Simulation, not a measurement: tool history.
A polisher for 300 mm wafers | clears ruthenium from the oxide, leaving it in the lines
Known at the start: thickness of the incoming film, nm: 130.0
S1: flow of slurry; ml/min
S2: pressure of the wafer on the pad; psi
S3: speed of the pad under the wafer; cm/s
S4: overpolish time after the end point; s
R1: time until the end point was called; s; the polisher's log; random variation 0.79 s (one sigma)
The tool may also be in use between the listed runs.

| run | hour | S1 | S2 | S3 | S4 | R1 |
|---|---|---|---|---|---|---|
| 1 | 0.0 | 215 | 2.7 | 90 | 8 | 87.100 |
| 2 | 4.7 | 215 | 2.1 | 90 | 8 | 109.200 |
| 3 | 7.5 | 215 | 2.5 | 92 | 8 | 90.834 |
| 4 | 9.0 | 215 | 2.8 | 92 | 8 | 81.248 |
| 5 | 10.9 | 215 | 2.8 | 70 | 8 | 105.790 |
| 6 | 18.9 | 215 | 3.2 | 72 | 8 | 91.279 |
| 7 | 26.1 | 215 | 3.5 | 74 | 8 | 78.141 |
| 8 | 28.4 | 215 | 3.5 | 74 | 8 | 78.023 |
| 9 | 36.6 | 215 | 3.5 | 74 | 8 | 79.882 |

Forecast run 10:
| 10 | 42.0 | 215 | 3.7 | 76 | 8 | ? |

R1: 75.062 s
